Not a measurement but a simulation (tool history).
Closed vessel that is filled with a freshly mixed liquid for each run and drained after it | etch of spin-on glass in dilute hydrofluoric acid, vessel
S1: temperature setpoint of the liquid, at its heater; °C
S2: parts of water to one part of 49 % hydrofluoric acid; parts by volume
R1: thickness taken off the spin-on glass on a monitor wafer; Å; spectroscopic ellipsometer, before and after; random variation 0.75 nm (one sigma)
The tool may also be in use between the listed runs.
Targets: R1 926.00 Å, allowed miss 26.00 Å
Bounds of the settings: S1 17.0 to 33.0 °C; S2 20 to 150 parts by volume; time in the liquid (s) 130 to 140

run 1 day=0.000 | S1=25.0 S2=85 time_in_the_liquid_(s)=130 | R1=540.78
run 2 day=0.171 | S1=26.5 S2=85 time_in_the_liquid_(s)=130 | R1=568.12
run 3 day=0.525 | S1=28.0 S2=80 time_in_the_liquid_(s)=130 | R1=643.40
run 4 day=0.721 | S1=29.5 S2=80 time_in_the_liquid_(s)=130 | R1=693.74
run 5 day=0.783 | S1=30.5 S2=75 time_in_the_liquid_(s)=130 | R1=774.68
run 6 day=1.150 | S1=30.5 S2=85 time_in_the_liquid_(s)=130 | R1=670.08
run 7 day=1.421 | S1=33.0 S2=65 time_in_the_liquid_(s)=130 | R1=1010.20
-- day=1.738 thermometer replaced
run 8 day=1.738 | S1=32.5 S2=65 time_in_the_liquid_(s)=130 | R1=1037.10
run 9 day=1.896 | S1=32.0 S2=65 time_in_the_liquid_(s)=130 | R1=1031.20
run 10 day=2.221 | S1=28.5 S2=65 time_in_the_liquid_(s)=130 | R1=890.79

Which of these 4 next moves meets every target?
run A day=2.546 | S1=26.0 S2=60 time_in_the_liquid_(s)=130 | R1=?
run B day=2.546 | S1=29.5 S2=65 time_in_the_liquid_(s)=130 | R1=?
run C day=2.546 | S1=29.0 S2=70 time_in_the_liquid_(s)=130 | R1=?
run D day=2.546 | S1=25.5 S2=60 time_in_the_liquid_(s)=130 | R1=?

move=A R1=884.18
move=B R1=930.55
move=C R1=841.26
move=D R1=866.57
A: further off than the last run
B: meets every target
C: further off than the last run
D: further off than the last run
The right move is B.
